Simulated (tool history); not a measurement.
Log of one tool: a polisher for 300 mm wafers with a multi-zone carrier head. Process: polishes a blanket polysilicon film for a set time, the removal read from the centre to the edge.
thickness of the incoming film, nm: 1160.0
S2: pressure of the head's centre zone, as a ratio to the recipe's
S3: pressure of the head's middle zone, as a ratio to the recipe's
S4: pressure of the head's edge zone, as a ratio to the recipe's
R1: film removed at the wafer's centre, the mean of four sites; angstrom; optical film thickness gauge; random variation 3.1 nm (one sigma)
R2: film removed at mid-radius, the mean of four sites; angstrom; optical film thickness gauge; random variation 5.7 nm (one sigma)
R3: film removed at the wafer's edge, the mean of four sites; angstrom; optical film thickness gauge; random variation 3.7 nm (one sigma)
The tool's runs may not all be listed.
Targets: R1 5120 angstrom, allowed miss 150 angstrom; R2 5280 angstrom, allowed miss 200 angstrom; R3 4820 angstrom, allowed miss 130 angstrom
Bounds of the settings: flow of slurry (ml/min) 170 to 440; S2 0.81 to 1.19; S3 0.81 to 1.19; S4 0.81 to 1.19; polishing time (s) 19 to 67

{"run": 1, "hour": 0.0, "flow of slurry (ml/min)": 280, "S2": 1, "S3": 1, "S4": 1, "polishing time (s)": 43, "R1": 3378.5, "R2": 3325.9, "R3": 3307}
{"run": 2, "hour": 2.3, "flow of slurry (ml/min)": 280, "S2": 1, "S3": 1, "S4": 1, "polishing time (s)": 38, "R1": 2984.9, "R2": 2992.1, "R3": 2910.3}
{"run": 3, "hour": 5.9, "flow of slurry (ml/min)": 280, "S2": 1, "S3": 1, "S4": 1, "polishing time (s)": 42, "R1": 3335.9, "R2": 3304.5, "R3": 3259.6}
{"run": 4, "hour": 11.0, "flow of slurry (ml/min)": 280, "S2": 0.92, "S3": 1, "S4": 1, "polishing time (s)": 42, "R1": 3052.7, "R2": 3308.5, "R3": 3233.7}
{"run": 5, "hour": 17.4, "flow of slurry (ml/min)": 280, "S2": 0.92, "S3": 0.93, "S4": 1, "polishing time (s)": 42, "R1": 3042.2, "R2": 3018.3, "R3": 3224.6}
{"run": 6, "hour": 21.9, "flow of slurry (ml/min)": 280, "S2": 0.92, "S3": 0.85, "S4": 1, "polishing time (s)": 42, "R1": 3059.1, "R2": 2870, "R3": 3267.7}
{"run": 7, "hour": 27.8, "flow of slurry (ml/min)": 295, "S2": 0.96, "S3": 0.93, "S4": 1.03, "polishing time (s)": 46, "R1": 3509.8, "R2": 3411, "R3": 3535.5}
{"run": 8, "hour": 36.5, "flow of slurry (ml/min)": 290, "S2": 0.97, "S3": 0.96, "S4": 1.03, "polishing time (s)": 50, "R1": 3854.6, "R2": 3792.5, "R3": 3864.3}
{"run": 9, "hour": 37.6, "flow of slurry (ml/min)": 280, "S2": 0.98, "S3": 0.99, "S4": 1.03, "polishing time (s)": 53, "R1": 4061.1, "R2": 4075.8, "R3": 4098.5}
{"run": 10, "hour": 39.9, "flow of slurry (ml/min)": 295, "S2": 1, "S3": 1.01, "S4": 1.04, "polishing time (s)": 55, "R1": 4360.3, "R2": 4371.7, "R3": 4244.4}
{"run": 11, "hour": 41.5, "flow of slurry (ml/min)": 295, "S2": 1.01, "S3": 1.03, "S4": 1.04, "polishing time (s)": 57, "R1": 4593.9, "R2": 4540.9, "R3": 4488.4}
{"run": 12, "hour": 50.2, "flow of slurry (ml/min)": 375, "S2": 1.06, "S3": 1.13, "S4": 1, "polishing time (s)": 59, "R1": 5191.5, "R2": 5293.7, "R3": 4606.4}

Which of these 4 next moves meets every target?
{"run": "A", "hour": 58.9, "flow of slurry (ml/min)": 310, "S2": 1.03, "S3": 1.1, "S4": 0.98, "polishing time (s)": 62, "R1": "?", "R2": "?", "R3": "?"}
{"run": "B", "hour": 58.9, "flow of slurry (ml/min)": 290, "S2": 0.97, "S3": 1.06, "S4": 1.07, "polishing time (s)": 65, "R1": "?", "R2": "?", "R3": "?"}
{"run": "C", "hour": 58.9, "flow of slurry (ml/min)": 365, "S2": 1.11, "S3": 1.12, "S4": 1.01, "polishing time (s)": 61, "R1": "?", "R2": "?", "R3": "?"}
{"run": "D", "hour": 58.9, "flow of slurry (ml/min)": 415, "S2": 1.1, "S3": 1.18, "S4": 0.81, "polishing time (s)": 56, "R1": "?", "R2": "?", "R3": "?"}

move=A R1=5153.7 R2=5288.2 R3=4768.5
move=B R1=5022.5 R2=5321.4 R3=5107.5
move=C R1=5614.2 R2=5404.9 R3=4821.8
move=D R1=5199.6 R2=5264 R3=4184.9
A: meets every target
B: takes the result that was furthest off past its target
C: brings the result that was furthest off to its target, and leaves another outside
D: further off than the last run
Answer: A
